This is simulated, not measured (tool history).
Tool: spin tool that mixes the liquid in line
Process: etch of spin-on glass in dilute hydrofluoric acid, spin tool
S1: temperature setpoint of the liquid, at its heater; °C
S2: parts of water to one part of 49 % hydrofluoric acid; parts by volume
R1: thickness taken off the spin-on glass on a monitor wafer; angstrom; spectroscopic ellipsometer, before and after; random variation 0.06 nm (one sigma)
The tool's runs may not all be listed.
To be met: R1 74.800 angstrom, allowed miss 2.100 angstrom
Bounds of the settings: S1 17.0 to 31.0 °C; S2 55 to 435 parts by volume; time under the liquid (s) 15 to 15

{"run": 1, "hour": 0.0, "S1": 23.0, "S2": 245, "time under the liquid (s)": 15, "R1": 18.785}
{"run": 2, "hour": 1.6, "S1": 26.5, "S2": 245, "time under the liquid (s)": 15, "R1": 21.877}
{"run": 3, "hour": 5.0, "S1": 24.0, "S2": 245, "time under the liquid (s)": 15, "R1": 19.928}
{"run": 4, "hour": 5.6, "S1": 25.5, "S2": 245, "time under the liquid (s)": 15, "R1": 20.728}
{"run": 5, "hour": 11.1, "S1": 26.0, "S2": 220, "time under the liquid (s)": 15, "R1": 24.02}
{"run": 6, "hour": 16.7, "S1": 26.5, "S2": 200, "time under the liquid (s)": 15, "R1": 28.287}
{"run": 7, "hour": 25.5, "S1": 27.0, "S2": 185, "time under the liquid (s)": 15, "R1": 31.294}
{"run": 8, "hour": 29.5, "S1": 27.5, "S2": 170, "time under the liquid (s)": 15, "R1": 35.869}
{"run": 9, "hour": 33.5, "S1": 28.0, "S2": 160, "time under the liquid (s)": 15, "R1": 38.251}
{"run": 10, "hour": 37.2, "S1": 28.5, "S2": 150, "time under the liquid (s)": 15, "R1": 42.246}
{"run": 11, "hour": 37.8, "S1": 29.0, "S2": 140, "time under the liquid (s)": 15, "R1": 46.689}
{"run": 12, "hour": 44.4, "S1": 29.0, "S2": 130, "time under the liquid (s)": 15, "R1": 51.93}
{"run": 13, "hour": 48.6, "S1": 29.0, "S2": 125, "time under the liquid (s)": 15, "R1": 53.483}
{"run": 14, "hour": 49.5, "S1": 29.0, "S2": 120, "time under the liquid (s)": 15, "R1": 56.287}
{"run": 15, "hour": 52.9, "S1": 29.0, "S2": 115, "time under the liquid (s)": 15, "R1": 58.134}
{"run": 16, "hour": 57.9, "S1": 29.0, "S2": 115, "time under the liquid (s)": 15, "R1": 59.058}
{"run": 17, "hour": 59.8, "S1": 29.0, "S2": 110, "time under the liquid (s)": 15, "R1": 62.532}
{"run": 18, "hour": 68.4, "S1": 29.5, "S2": 100, "time under the liquid (s)": 15, "R1": 70.018}

Which of these 4 next moves meets every target?
{"run": "A", "hour": 77.0, "S1": 31.0, "S2": 105, "time under the liquid (s)": 15, "R1": "?"}
{"run": "B", "hour": 77.0, "S1": 29.5, "S2": 105, "time under the liquid (s)": 15, "R1": "?"}
{"run": "C", "hour": 77.0, "S1": 31.0, "S2": 100, "time under the liquid (s)": 15, "R1": "?"}
{"run": "D", "hour": 77.0, "S1": 29.0, "S2": 100, "time under the liquid (s)": 15, "R1": "?"}

move=A R1=70.345
move=B R1=66.523
move=C R1=74.396
move=D R1=69.022
A: nearer than the last run, and not there yet
B: further off than the last run
C: meets every target
D: further off than the last run
Move C is the one to make.

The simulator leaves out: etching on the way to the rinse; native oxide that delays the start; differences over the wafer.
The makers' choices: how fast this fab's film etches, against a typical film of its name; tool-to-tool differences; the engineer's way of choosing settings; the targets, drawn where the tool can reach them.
